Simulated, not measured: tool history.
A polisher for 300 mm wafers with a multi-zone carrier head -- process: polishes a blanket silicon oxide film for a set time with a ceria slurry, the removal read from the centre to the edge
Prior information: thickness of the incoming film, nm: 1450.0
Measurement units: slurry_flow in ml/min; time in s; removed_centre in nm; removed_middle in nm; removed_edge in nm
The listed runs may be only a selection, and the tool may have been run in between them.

{"run": 1, "hour": 0.0, "slurry_flow": 220, "centre_zone": 1, "middle_zone": 1, "edge_zone": 1, "time": 83, "removed_centre": 546.74, "removed_middle": 590.74, "removed_edge": 597.43}
{"run": 2, "hour": 7.3, "slurry_flow": 230, "centre_zone": 1.01, "middle_zone": 1.04, "edge_zone": 1.03, "time": 84, "removed_centre": 556.66, "removed_middle": 615.71, "removed_edge": 604.29}
{"run": 3, "hour": 10.7, "slurry_flow": 230, "centre_zone": 1.09, "middle_zone": 1.04, "edge_zone": 1.03, "time": 84, "removed_centre": 589.62, "removed_middle": 623.94, "removed_edge": 610.28}
{"run": 4, "hour": 19.0, "slurry_flow": 235, "centre_zone": 1.08, "middle_zone": 1.06, "edge_zone": 1.06, "time": 86, "removed_centre": 618.7, "removed_middle": 644.96, "removed_edge": 638.42}
{"run": 5, "hour": 26.5, "slurry_flow": 235, "centre_zone": 1.14, "middle_zone": 1.06, "edge_zone": 1.06, "time": 86, "removed_centre": 632.75, "removed_middle": 648.37, "removed_edge": 624.1}
{"run": 6, "hour": 28.5, "slurry_flow": 235, "centre_zone": 1.14, "middle_zone": 1.01, "edge_zone": 1.06, "time": 86, "removed_centre": 629.52, "removed_middle": 630.9, "removed_edge": 637.99}
{"run": 7, "hour": 31.2, "slurry_flow": 240, "centre_zone": 1.1, "middle_zone": 1.05, "edge_zone": 1.07, "time": 87, "removed_centre": 628.58, "removed_middle": 646.07, "removed_edge": 647.16}

What does the tool deliver on the next run?
{"hour": 36.6, "done": "centre zone pressure recalibrated"}
{"run": 8, "hour": 36.6, "slurry_flow": 235, "centre_zone": 1, "middle_zone": 1.15, "edge_zone": 1.07, "time": 96, "removed_centre": "?", "removed_middle": "?", "removed_edge": "?"}

removed_centre: 684.31 nm
removed_middle: 753.69 nm
removed_edge: 707.84 nm
